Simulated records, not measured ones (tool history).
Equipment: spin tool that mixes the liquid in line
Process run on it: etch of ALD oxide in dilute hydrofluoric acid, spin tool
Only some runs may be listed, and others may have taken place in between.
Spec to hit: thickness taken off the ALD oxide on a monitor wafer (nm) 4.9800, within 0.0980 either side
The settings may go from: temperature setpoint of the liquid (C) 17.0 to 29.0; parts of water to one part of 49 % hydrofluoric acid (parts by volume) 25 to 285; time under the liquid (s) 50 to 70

run,hour,temperature setpoint of the liquid (C),parts of water to one part of 49 % hydrofluoric acid (parts by volume),time under the liquid (s),thickness taken off the ALD oxide on a monitor wafer (nm)
1,0.0,21.0,155,70,5.5182
2,6.8,24.0,155,70,6.2570
3,8.8,23.5,155,70,6.0734
4,17.0,23.5,155,70,6.1419
5,19.1,21.0,155,70,5.5589
6,22.3,21.0,155,70,5.5689
7,25.3,20.5,155,70,5.5018
8,32.1,20.0,155,70,5.3974
9,40.5,19.5,155,70,5.3355
10,49.4,19.0,155,70,5.1918

Consider the 5 candidate settings below. Which is the only one whose results all fall within their allowed miss of target?
A,58.3,18.0,155,70,?
B,58.3,17.5,160,70,?
C,58.3,18.5,150,70,?
D,58.3,17.0,105,50,?
E,58.3,18.0,140,65,?

move,thickness taken off the ALD oxide on a monitor wafer (nm)
A,4.9783
B,4.7018
C,5.2765
D,5.3201
E,5.2010
A: all results in spec
B: takes the result that was furthest off past its target
C: misses by more than the last run did
D: misses by more than the last run did
E: no better and no worse than the last run
Correct choice: A, which meets every target

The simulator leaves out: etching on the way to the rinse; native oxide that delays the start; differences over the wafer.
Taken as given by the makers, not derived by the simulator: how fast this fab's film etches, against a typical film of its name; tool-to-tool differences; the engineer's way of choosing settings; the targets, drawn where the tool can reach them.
